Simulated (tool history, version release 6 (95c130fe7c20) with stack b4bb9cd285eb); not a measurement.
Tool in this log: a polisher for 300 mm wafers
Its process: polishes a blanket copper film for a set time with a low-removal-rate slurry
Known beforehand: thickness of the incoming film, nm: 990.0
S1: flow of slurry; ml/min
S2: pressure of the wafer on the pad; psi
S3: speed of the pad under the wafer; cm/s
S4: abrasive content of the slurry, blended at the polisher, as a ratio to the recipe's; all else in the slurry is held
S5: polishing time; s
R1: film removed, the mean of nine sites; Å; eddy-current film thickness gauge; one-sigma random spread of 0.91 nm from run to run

run	day	S1	S2	S3	S4	S5	R1
1	0	260	3.3	100	1	28	1002.4
2	0.288	260	3.3	110	1	28	1045.3
3	0.65	260	3	108	1	28	984.38
4	0.75	325	3	108	1	28	991.8
5	1.075	325	2.3	108	1	28	769.53
6	1.117	325	2.2	108	1	28	747.22
7	1.412	325	2.1	108	1	28	736.96
8	1.621	325	1.5	106	1	28	527.17

The next listed run, before its measurement:
9	1.9	330	1.6	106	1	28	?

Run 9 came out at R1 555.82 Å.
